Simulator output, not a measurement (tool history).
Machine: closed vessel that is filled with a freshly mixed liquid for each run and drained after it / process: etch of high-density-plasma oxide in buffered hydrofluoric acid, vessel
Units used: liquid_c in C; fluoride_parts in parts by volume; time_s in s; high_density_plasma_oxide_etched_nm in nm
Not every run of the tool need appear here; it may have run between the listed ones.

run,hour,liquid_c,fluoride_parts,time_s,high_density_plasma_oxide_etched_nm
1,0.0,22.0,7,100,249.52
2,2.9,19.5,7,100,217.28
3,7.9,21.0,7,100,237.44
4,16.6,21.0,7,110,260.17
5,19.9,21.5,7,110,267.40
6,22.9,21.5,7,110,267.46
7,29.6,22.0,7,110,275.61

Run 8, settings as shown, results not yet in. Your forecast:
8,38.4,22.5,7,110,?

high_density_plasma_oxide_etched_nm: 281.96 nm
